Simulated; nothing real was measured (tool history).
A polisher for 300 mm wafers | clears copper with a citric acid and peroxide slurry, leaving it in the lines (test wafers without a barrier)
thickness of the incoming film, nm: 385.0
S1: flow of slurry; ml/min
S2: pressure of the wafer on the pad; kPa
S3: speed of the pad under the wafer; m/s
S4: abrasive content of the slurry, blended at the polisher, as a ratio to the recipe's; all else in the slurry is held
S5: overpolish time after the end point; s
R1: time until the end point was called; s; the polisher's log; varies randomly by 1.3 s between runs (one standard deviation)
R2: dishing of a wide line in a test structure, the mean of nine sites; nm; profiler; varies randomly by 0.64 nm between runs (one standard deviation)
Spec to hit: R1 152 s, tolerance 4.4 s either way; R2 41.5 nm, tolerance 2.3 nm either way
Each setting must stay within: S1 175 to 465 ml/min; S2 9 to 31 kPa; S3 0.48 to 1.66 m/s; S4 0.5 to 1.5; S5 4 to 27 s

| run | hour | S1 | S2 | S3 | S4 | S5 | R1 | R2 |
|---|---|---|---|---|---|---|---|---|
| 1 | 0 | 295 | 20 | 1.06 | 1 | 14 | 154.32 | 25.852 |
| 2 | 1.5 | 295 | 24.8 | 1.06 | 1 | 14 | 127.96 | 30.632 |
| 3 | 7.3 | 295 | 24.8 | 1.06 | 1 | 9 | 128.01 | 20.633 |
| 4 | 10.4 | 295 | 24.1 | 1.06 | 1 | 11 | 128.8 | 24.017 |
| 5 | 15.1 | 295 | 24.1 | 0.82 | 1 | 11 | 165.41 | 19.224 |
| 6 | 22.1 | 350 | 24.1 | 0.82 | 1 | 11 | 163.3 | 19.67 |
| 7 | 29.9 | 350 | 24.1 | 0.82 | 1 | 12 | 162.02 | 21.15 |
| 8 | 31.2 | 350 | 24.1 | 0.82 | 1 | 13 | 165.02 | 22.82 |
| 9 | 33 | 340 | 26.9 | 0.82 | 1 | 19 | 148.25 | 35.286 |
| 10 | 34.9 | 340 | 26.2 | 0.82 | 1 | 21 | 151.09 | 38.369 |

4 candidate next runs follow, results not yet known. Just one meets every target within its allowed miss. Identify it.
| A | 36.8 | 245 | 24.1 | 0.98 | 0.85 | 19 | ? | ? |
| B | 36.8 | 255 | 23.4 | 0.94 | 0.85 | 17 | ? | ? |
| C | 36.8 | 345 | 27.6 | 0.8 | 1.05 | 17 | ? | ? |
| D | 36.8 | 390 | 26.9 | 0.78 | 1.05 | 23 | ? | ? |

| move | R1 | R2 |
|---|---|---|
| A | 145.81 | 34.714 |
| B | 155.13 | 29.634 |
| C | 146.61 | 31.349 |
| D | 152.31 | 39.775 |
A: moves away from the targets compared with the last run
B: moves away from the targets compared with the last run
C: moves away from the targets compared with the last run
D: all results land within tolerance of their targets
Correct choice: D, which meets every target

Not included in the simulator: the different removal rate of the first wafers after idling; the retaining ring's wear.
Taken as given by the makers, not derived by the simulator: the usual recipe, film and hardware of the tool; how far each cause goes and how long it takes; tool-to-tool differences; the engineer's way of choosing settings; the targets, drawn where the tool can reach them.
